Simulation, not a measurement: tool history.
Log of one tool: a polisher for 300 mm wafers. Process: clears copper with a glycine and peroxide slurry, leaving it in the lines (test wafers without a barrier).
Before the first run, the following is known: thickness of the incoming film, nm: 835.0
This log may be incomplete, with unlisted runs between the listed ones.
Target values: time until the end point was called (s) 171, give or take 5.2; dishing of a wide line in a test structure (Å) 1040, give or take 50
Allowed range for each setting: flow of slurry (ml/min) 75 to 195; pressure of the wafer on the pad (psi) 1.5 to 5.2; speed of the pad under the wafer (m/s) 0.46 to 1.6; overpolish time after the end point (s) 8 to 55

run,hour,flow of slurry (ml/min),pressure of the wafer on the pad (psi),speed of the pad under the wafer (m/s),overpolish time after the end point (s),time until the end point was called (s),dishing of a wide line in a test structure (Å)
1,0,125,3.3,1.02,28,138.71,935.06
2,0.6,125,3.3,0.84,28,163.61,834.11
3,2.8,150,3.3,0.84,28,156.71,849.64
4,6.1,150,3.3,0.84,22,157.69,731.46
5,9,150,3.3,0.96,22,140.87,768.76
6,13.1,175,3.3,0.96,22,138,787.86
7,22,165,3.1,0.94,28,143,870.11
8,28.7,145,3,0.92,32,154.67,925.72
9,36.8,130,3,0.92,34,155.52,957.96
10,45.5,120,2.9,0.92,36,162.19,978.18
11,52.5,110,2.9,0.92,37,166.03,977.74

Exercise: of the 5 proposed moves below, exactly one satisfies all targets within the stated allowed misses. Which move is it?
A,59.5,105,3,0.96,51,?,?
B,59.5,165,2.3,1,38,?,?
C,59.5,110,2.8,0.88,43,?,?
D,59.5,145,2.9,0.9,41,?,?
E,59.5,120,2.9,0.96,50,?,?

move,time until the end point was called (s),dishing of a wide line in a test structure (Å)
A,157.47,1140.5
B,158.39,963.17
C,172.05,1007.1
D,157.99,1028.6
E,155.7,1132.4
A: moves the result that the last run missed by most past its target, out the other side
B: further off than the last run
C: each result inside its tolerance
D: meets the target for the result that was furthest off, but another lies outside its allowed miss
E: moves the result that the last run missed by most past its target, out the other side
Move C is the one to make.

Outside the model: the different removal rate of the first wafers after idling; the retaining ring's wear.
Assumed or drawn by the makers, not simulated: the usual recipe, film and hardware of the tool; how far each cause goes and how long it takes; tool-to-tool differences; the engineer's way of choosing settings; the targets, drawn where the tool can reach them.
